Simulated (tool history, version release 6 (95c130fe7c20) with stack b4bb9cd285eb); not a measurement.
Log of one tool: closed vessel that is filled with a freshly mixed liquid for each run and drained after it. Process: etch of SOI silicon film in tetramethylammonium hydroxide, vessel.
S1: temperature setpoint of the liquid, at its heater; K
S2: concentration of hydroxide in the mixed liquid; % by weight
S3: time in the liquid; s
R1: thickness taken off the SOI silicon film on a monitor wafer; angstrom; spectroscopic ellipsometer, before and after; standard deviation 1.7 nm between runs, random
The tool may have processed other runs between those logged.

run	hour	S1	S2	S3	R1
1	0	334.15	19	85	2824.2
2	2.7	336.15	19	85	3186.6
3	6.9	332.15	19	85	2473.6
4	9	332.15	19	95	2783.5
5	14.2	333.65	19	95	3062.9
6	17.8	335.15	19	95	3358.5
7	26.6	336.15	19	95	3573
8	28.9	337.15	19	95	3820.9

Run 9 has not been measured yet. What should we expect?
9	30.8	337.65	19	95	?

R1: 3882.2 angstrom
